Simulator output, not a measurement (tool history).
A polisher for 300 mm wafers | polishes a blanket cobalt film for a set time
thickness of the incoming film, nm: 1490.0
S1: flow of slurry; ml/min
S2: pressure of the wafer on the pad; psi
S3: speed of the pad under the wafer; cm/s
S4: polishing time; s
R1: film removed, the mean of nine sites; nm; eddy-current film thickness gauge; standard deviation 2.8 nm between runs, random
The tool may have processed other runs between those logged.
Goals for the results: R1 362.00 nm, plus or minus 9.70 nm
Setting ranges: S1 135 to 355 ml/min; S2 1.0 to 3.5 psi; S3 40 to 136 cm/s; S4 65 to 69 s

run	hour	S1	S2	S3	S4	R1
1	0.0	225	2.2	88	65	303.71
2	7.8	230	2.3	88	65	318.38
3	14.0	230	2.8	88	65	388.42
4	16.0	230	3.2	88	65	445.77
5	18.6	230	3.5	88	65	479.80
6	25.2	225	3.3	88	65	447.15
7	31.6	210	3.2	88	65	436.08
8	40.2	210	3.1	88	65	421.79
9	40.9	210	3.0	88	65	402.07
10	46.6	200	2.9	88	65	388.02

Below are 5 possible settings for the next run. Only one of them brings all results inside the allowed miss of their targets. Which is it?
A	52.3	180	2.7	86	67	?
B	52.3	160	2.9	88	66	?
C	52.3	155	3.2	88	67	?
D	52.3	210	3.1	90	67	?
E	52.3	200	2.8	90	65	?

move	R1
A	360.35
B	381.04
C	423.26
D	441.33
E	384.90
A: all results in spec
B: closes in on the targets versus the last run, not all within tolerance yet
C: its largest miss is bigger than the last run's
D: its largest miss is bigger than the last run's
E: closes in on the targets versus the last run, not all within tolerance yet
A is the move that brings every result within its allowed miss.
